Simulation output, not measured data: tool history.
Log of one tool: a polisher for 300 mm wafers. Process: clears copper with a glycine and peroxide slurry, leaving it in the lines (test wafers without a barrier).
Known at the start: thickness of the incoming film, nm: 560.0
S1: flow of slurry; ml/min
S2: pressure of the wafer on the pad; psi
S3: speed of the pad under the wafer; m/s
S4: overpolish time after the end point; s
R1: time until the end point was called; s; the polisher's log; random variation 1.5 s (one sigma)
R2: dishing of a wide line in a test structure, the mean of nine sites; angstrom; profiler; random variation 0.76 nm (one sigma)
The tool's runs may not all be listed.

{"run": 1, "hour": 0.0, "S1": 270, "S2": 2.3, "S3": 0.82, "S4": 12, "R1": 130.37, "R2": 258.28}
{"run": 2, "hour": 8.9, "S1": 225, "S2": 2.3, "S3": 0.82, "S4": 12, "R1": 136.52, "R2": 260.68}
{"run": 3, "hour": 10.4, "S1": 270, "S2": 2.3, "S3": 0.82, "S4": 12, "R1": 131.97, "R2": 258.53}
{"run": 4, "hour": 11.1, "S1": 270, "S2": 2.6, "S3": 0.82, "S4": 12, "R1": 124.31, "R2": 266.53}
{"run": 5, "hour": 19.0, "S1": 270, "S2": 2.6, "S3": 0.74, "S4": 12, "R1": 133.27, "R2": 267.01}
{"run": 6, "hour": 25.8, "S1": 270, "S2": 2.6, "S3": 0.74, "S4": 7, "R1": 127.53, "R2": 189.12}
{"run": 7, "hour": 30.3, "S1": 270, "S2": 2.8, "S3": 0.76, "S4": 8, "R1": 121.68, "R2": 201.9}
{"run": 8, "hour": 36.7, "S1": 270, "S2": 2.8, "S3": 0.76, "S4": 8, "R1": 123.74, "R2": 214.54}
{"run": 9, "hour": 44.1, "S1": 270, "S2": 2.9, "S3": 0.78, "S4": 9, "R1": 121.62, "R2": 230.81}

Run 10 comes next. What will it give?
{"run": 10, "hour": 49.5, "S1": 275, "S2": 3, "S3": 0.82, "S4": 10, "R1": "?", "R2": "?"}

{"run 10": {"R1": 115.38, "R2": 255.09}}
